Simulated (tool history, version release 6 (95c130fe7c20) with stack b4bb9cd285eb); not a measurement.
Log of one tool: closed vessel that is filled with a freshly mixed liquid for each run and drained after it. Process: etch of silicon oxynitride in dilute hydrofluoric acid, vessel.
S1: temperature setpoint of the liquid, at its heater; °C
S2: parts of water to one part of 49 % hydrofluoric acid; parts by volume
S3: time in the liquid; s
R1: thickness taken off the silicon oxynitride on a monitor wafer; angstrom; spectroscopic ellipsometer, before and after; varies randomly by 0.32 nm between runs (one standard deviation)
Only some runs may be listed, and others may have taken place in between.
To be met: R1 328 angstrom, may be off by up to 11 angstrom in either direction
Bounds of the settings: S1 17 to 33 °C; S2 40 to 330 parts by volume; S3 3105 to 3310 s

run,hour,S1,S2,S3,R1
1,0,25,185,3105,406.87
2,3.2,24,185,3105,385.67
3,7.7,23.5,185,3105,370.95
4,10.4,27,185,3105,439.61
5,18.1,25.5,185,3105,411.92
6,24.4,24.5,185,3105,386.28
7,28.3,24,185,3105,384.16
8,34.3,23.5,185,3105,380.91
9,36.6,22.5,185,3105,364.97
10,37.2,22,185,3105,354.7

5 next moves are on the table. One of them brings every result within its allowed miss. Which?
A,37.8,21,175,3310,?
B,37.8,21.5,180,3190,?
C,37.8,22,195,3105,?
D,37.8,22.5,235,3305,?
E,37.8,24.5,200,3105,?

move,R1
A,381.54
B,364.61
C,331.69
D,291.4
E,360.58
A: the biggest miss grows against the last run
B: the biggest miss grows against the last run
C: every result within its allowed miss
D: moves the result that the last run missed by most past its target, out the other side
E: the biggest miss grows against the last run
So the answer is move C, the one that meets all the targets.

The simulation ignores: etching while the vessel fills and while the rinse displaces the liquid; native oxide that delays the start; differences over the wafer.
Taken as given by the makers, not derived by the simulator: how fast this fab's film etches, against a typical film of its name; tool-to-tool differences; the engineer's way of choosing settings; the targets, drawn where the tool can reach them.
